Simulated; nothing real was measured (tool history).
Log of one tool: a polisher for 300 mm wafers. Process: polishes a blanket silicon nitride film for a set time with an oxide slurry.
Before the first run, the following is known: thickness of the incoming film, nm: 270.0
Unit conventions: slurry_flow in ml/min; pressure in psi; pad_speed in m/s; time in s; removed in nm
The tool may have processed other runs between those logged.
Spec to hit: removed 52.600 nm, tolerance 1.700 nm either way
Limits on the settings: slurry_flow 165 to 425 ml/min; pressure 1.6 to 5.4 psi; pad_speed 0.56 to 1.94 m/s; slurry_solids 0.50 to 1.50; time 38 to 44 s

Run 1, hour 0.0: slurry_flow 275 ml/min, pressure 3.5 psi, pad_speed 1.24 m/s, slurry_solids 1.00, time 44 s. Result: removed 29.159 nm.
Run 2, hour 2.8: slurry_flow 275 ml/min, pressure 4.1 psi, pad_speed 1.26 m/s, slurry_solids 1.00, time 44 s. Result: removed 33.176 nm.
Run 3, hour 10.4: slurry_flow 275 ml/min, pressure 4.1 psi, pad_speed 1.26 m/s, slurry_solids 0.85, time 44 s. Result: removed 29.548 nm.
Run 4, hour 17.1: slurry_flow 275 ml/min, pressure 4.9 psi, pad_speed 1.26 m/s, slurry_solids 0.85, time 44 s. Result: removed 33.352 nm.
Run 5, hour 19.8: slurry_flow 275 ml/min, pressure 4.9 psi, pad_speed 1.26 m/s, slurry_solids 0.70, time 44 s. Result: removed 28.195 nm.
Run 6, hour 26.3: slurry_flow 275 ml/min, pressure 4.9 psi, pad_speed 1.00 m/s, slurry_solids 0.70, time 44 s. Result: removed 24.718 nm.
Run 7, hour 34.3: slurry_flow 300 ml/min, pressure 5.4 psi, pad_speed 1.36 m/s, slurry_solids 0.95, time 44 s. Result: removed 41.432 nm.
Run 8, hour 41.5: slurry_flow 300 ml/min, pressure 5.4 psi, pad_speed 1.46 m/s, slurry_solids 0.95, time 44 s. Result: removed 43.434 nm.
Run 9, hour 46.5: slurry_flow 300 ml/min, pressure 5.4 psi, pad_speed 1.56 m/s, slurry_solids 0.95, time 44 s. Result: removed 46.401 nm.
Run 10, hour 53.8: slurry_flow 300 ml/min, pressure 5.4 psi, pad_speed 1.62 m/s, slurry_solids 0.95, time 44 s. Result: removed 47.902 nm.
Run 11, hour 57.6: slurry_flow 300 ml/min, pressure 5.4 psi, pad_speed 1.66 m/s, slurry_solids 0.95, time 44 s. Result: removed 47.515 nm.
Run 12, hour 62.8: slurry_flow 300 ml/min, pressure 5.4 psi, pad_speed 1.66 m/s, slurry_solids 0.95, time 44 s. Result: removed 48.105 nm.
Run 13, hour 71.0: slurry_flow 300 ml/min, pressure 5.4 psi, pad_speed 1.70 m/s, slurry_solids 0.95, time 44 s. Result: removed 48.950 nm.
Run 14, hour 76.5: slurry_flow 300 ml/min, pressure 5.4 psi, pad_speed 1.74 m/s, slurry_solids 0.95, time 44 s. Result: removed 49.818 nm.
Run 15, hour 77.7: slurry_flow 300 ml/min, pressure 5.4 psi, pad_speed 1.78 m/s, slurry_solids 0.95, time 44 s. Result: removed 50.323 nm.
Run 16, hour 78.8: slurry_flow 300 ml/min, pressure 5.4 psi, pad_speed 1.80 m/s, slurry_solids 0.95, time 44 s. Result: removed 50.602 nm.

Which single option among these 4 for the next run brings every result within its allowed miss of target? Just one does.
Run A, hour 79.9: slurry_flow 290 ml/min, pressure 5.2 psi, pad_speed 1.68 m/s, slurry_solids 1.20, time 43 s. Result: removed ?.
Run B, hour 79.9: slurry_flow 285 ml/min, pressure 4.6 psi, pad_speed 1.84 m/s, slurry_solids 1.25, time 41 s. Result: removed ?.
Run C, hour 79.9: slurry_flow 255 ml/min, pressure 5.4 psi, pad_speed 1.90 m/s, slurry_solids 1.05, time 38 s. Result: removed ?.
Run D, hour 79.9: slurry_flow 325 ml/min, pressure 5.4 psi, pad_speed 1.94 m/s, slurry_solids 1.00, time 44 s. Result: removed ?.

move  removed
   A   52.685
   B   49.417
   C   48.098
   D   55.783
A: all results land within tolerance of their targets
B: misses by more than the last run did
C: misses by more than the last run did
D: takes the result that was furthest off past its target
Correct choice: A, which meets every target
